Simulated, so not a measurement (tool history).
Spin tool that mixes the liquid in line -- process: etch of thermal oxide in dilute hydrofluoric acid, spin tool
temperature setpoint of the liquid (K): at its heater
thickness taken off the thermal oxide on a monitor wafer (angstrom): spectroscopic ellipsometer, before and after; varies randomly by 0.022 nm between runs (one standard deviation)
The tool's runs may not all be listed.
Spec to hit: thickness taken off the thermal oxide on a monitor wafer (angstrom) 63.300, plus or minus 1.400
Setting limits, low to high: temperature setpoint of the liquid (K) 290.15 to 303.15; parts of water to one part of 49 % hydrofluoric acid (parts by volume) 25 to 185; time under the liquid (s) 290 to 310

run,hour,temperature setpoint of the liquid (K),parts of water to one part of 49 % hydrofluoric acid (parts by volume),time under the liquid (s),thickness taken off the thermal oxide on a monitor wafer (angstrom)
1,0.0,295.15,105,290,128.480
2,6.3,294.15,115,290,111.400
3,8.5,293.65,120,290,103.930
4,15.2,293.65,120,290,104.490
5,20.0,296.65,120,290,117.270
6,22.9,296.65,120,290,117.550
7,29.0,295.65,125,290,108.110
8,34.2,294.65,130,290,99.333
9,37.7,294.15,135,290,92.556
10,44.3,293.65,140,290,88.268
11,51.9,293.15,145,290,82.466
12,54.7,292.65,150,290,77.107
13,62.3,292.15,150,290,76.745
14,66.6,291.65,155,290,72.010
15,72.0,290.65,160,290,66.676
16,75.4,290.15,160,290,65.445

Of the 4 settings listed for the next run, only one would bring every result within its allowed miss of target. Which one?
A,78.8,290.15,155,295,?
B,78.8,293.15,175,290,?
C,78.8,290.15,170,300,?
D,78.8,290.15,165,310,?

move,thickness taken off the thermal oxide on a monitor wafer (angstrom)
A,68.583
B,66.021
C,62.687
D,67.057
A: lands further from the targets than the last run did
B: lands further from the targets than the last run did
C: each result inside its tolerance
D: lands further from the targets than the last run did
Answer: C

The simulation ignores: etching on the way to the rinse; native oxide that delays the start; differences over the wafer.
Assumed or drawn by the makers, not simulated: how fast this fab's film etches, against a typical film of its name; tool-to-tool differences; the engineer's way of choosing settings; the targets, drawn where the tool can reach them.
